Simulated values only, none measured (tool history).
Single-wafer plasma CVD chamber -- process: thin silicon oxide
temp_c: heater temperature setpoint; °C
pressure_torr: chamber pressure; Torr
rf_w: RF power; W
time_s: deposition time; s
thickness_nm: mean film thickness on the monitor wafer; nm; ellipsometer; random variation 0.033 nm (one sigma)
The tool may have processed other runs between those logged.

run,hour,temp_c,pressure_torr,rf_w,time_s,thickness_nm
1,0.0,425,0.834,215,5.47,9.7349
2,1.5,425,0.834,215,5.47,9.7272
3,9.2,425,0.834,215,5.19,9.2478
4,9.9,425,0.792,215,5.19,8.8120
5,11.3,433,0.792,215,5.19,8.8103
6,19.0,441,0.792,215,5.19,8.7724
7,26.2,441,0.759,215,5.19,8.3172
8,27.5,441,0.737,215,5.19,8.2201

Run 9, settings as shown, results not yet in. Your forecast:
9,29.0,441,0.713,215,5.19,?

Run 9 measured thickness_nm 7.9614 nm.
